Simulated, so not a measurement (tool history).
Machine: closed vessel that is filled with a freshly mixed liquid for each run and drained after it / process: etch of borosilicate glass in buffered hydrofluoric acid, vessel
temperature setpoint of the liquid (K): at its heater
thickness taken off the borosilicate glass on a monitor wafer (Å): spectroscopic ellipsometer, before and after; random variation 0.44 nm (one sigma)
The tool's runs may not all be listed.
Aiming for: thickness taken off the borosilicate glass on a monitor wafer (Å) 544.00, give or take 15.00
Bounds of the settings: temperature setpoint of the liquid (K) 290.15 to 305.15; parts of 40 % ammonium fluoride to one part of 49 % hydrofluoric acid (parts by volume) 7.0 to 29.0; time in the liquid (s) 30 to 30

run  hour  temperature setpoint of the liquid (K)  parts of 40 % ammonium fluoride to one part of 49 % hydrofluoric acid (parts by volume)  time in the liquid (s)  thickness taken off the borosilicate glass on a monitor wafer (Å)
  1   0.0                                  298.15                                                                                     18.0                      30                                                             226.32
  2   8.4                                  298.15                                                                                     18.0                      30                                                             226.11
  3  10.2                                  298.15                                                                                     14.5                      30                                                             279.50
  4  12.7                                  299.15                                                                                     14.0                      30                                                             306.51
  5  15.0                                  302.65                                                                                     14.0                      30                                                             365.38
  6  16.6                                  303.15                                                                                     13.5                      30                                                             391.01
  7  24.5                                  303.15                                                                                     13.5                      30                                                             390.24
  8  30.1                                  303.65                                                                                     13.0                      30                                                             422.27
  9  37.7                                  305.15                                                                                      9.5                      30                                                             602.82
 10  42.1                                  304.15                                                                                      9.5                      30                                                             569.41

4 next moves are on the table. One of them brings every result within its allowed miss. Which?
  A  46.5                                  302.15                                                                                      8.5                      30                                                                  ?
  B  46.5                                  305.15                                                                                     10.0                      30                                                                  ?
  C  46.5                                  304.65                                                                                     10.0                      30                                                                  ?
  D  46.5                                  304.65                                                                                     10.5                      30                                                                  ?

move  thickness taken off the borosilicate glass on a monitor wafer (Å)
   A                                                             564.26
   B                                                             577.94
   C                                                             563.36
   D                                                             537.02
A: moves toward the targets from the last run without getting all of them in spec
B: further off than the last run
C: moves toward the targets from the last run without getting all of them in spec
D: all results in spec
The right move is D.
